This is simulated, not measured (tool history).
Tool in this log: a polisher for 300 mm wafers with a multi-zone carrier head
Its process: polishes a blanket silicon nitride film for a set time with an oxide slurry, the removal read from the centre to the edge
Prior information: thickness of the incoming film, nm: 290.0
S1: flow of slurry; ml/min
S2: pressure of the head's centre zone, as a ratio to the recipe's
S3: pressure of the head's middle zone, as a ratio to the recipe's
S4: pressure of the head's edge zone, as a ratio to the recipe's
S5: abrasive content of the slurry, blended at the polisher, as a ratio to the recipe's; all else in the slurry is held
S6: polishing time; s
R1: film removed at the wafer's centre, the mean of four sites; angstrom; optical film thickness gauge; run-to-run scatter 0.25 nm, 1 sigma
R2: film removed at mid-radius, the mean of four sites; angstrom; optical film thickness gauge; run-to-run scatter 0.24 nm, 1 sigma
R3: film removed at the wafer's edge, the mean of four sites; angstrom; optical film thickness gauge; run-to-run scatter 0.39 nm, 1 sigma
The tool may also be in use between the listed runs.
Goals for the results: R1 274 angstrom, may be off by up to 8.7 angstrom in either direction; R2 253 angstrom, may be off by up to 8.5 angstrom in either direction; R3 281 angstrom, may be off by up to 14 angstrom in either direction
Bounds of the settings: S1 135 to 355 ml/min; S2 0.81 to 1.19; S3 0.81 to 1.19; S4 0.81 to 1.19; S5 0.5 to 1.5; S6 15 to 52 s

run 1 hour=0 | S1=225 S2=1 S3=1 S4=1 S5=1 S6=33 | R1=213.2 R2=222.81 R3=210.72
run 2 hour=3.2 | S1=225 S2=1 S3=1.04 S4=1 S5=1 S6=33 | R1=211.63 R2=224.4 R3=216.29
run 3 hour=11.1 | S1=225 S2=1 S3=1.04 S4=1 S5=0.9 S6=33 | R1=203.29 R2=216.16 R3=198.43
run 4 hour=12.8 | S1=230 S2=1.02 S3=1.04 S4=1.02 S5=0.95 S6=33 | R1=212.35 R2=220.99 R3=212.52
-- hour=18.9 worn pad replaced by a new one
run 5 hour=18.9 | S1=230 S2=1.02 S3=1.04 S4=1.02 S5=0.85 S6=33 | R1=220.18 R2=232.53 R3=214.42
run 6 hour=19.8 | S1=230 S2=1.09 S3=1.04 S4=1.02 S5=0.85 S6=33 | R1=228.69 R2=227.06 R3=215.26
run 7 hour=24.4 | S1=240 S2=1.11 S3=1.05 S4=1.05 S5=0.9 S6=33 | R1=247.42 R2=243.52 R3=230.81
run 8 hour=29.9 | S1=240 S2=1.11 S3=1.03 S4=1.07 S5=0.95 S6=33 | R1=252.72 R2=239.39 R3=238.49
run 9 hour=34.3 | S1=245 S2=1.11 S3=1.03 S4=1.09 S5=1 S6=33 | R1=258.89 R2=249.01 R3=241.7
run 10 hour=36.9 | S1=180 S2=1.04 S3=0.93 S4=1.16 S5=1.25 S6=35 | R1=258.32 R2=249.7 R3=285.99

Exactly one of the 5 candidate moves below puts every result within its allowed miss. Which one?
run A hour=39.5 | S1=135 S2=0.94 S3=0.86 S4=1.19 S5=1.35 S6=38 | R1=? R2=? R3=?
run B hour=39.5 | S1=140 S2=1.09 S3=0.95 S4=1.13 S5=1.25 S6=37 | R1=? R2=? R3=?
run C hour=39.5 | S1=165 S2=1.02 S3=0.93 S4=1.19 S5=1.2 S6=35 | R1=? R2=? R3=?
run D hour=39.5 | S1=135 S2=0.96 S3=0.84 S4=1.17 S5=1.45 S6=37 | R1=? R2=? R3=?
run E hour=39.5 | S1=135 S2=1.05 S3=1.07 S4=1.19 S5=1.3 S6=34 | R1=? R2=? R3=?

move=A R1=246.01 R2=243.46 R3=306.28
move=B R1=273.47 R2=252.56 R3=284.5
move=C R1=248.54 R2=240.01 R3=279.04
move=D R1=250.85 R2=238.4 R3=303.4
move=E R1=243.12 R2=257.95 R3=269.58
A: its largest miss is bigger than the last run's
B: meets every target
C: its largest miss is bigger than the last run's
D: its largest miss is bigger than the last run's
E: its largest miss is bigger than the last run's
Answer: B
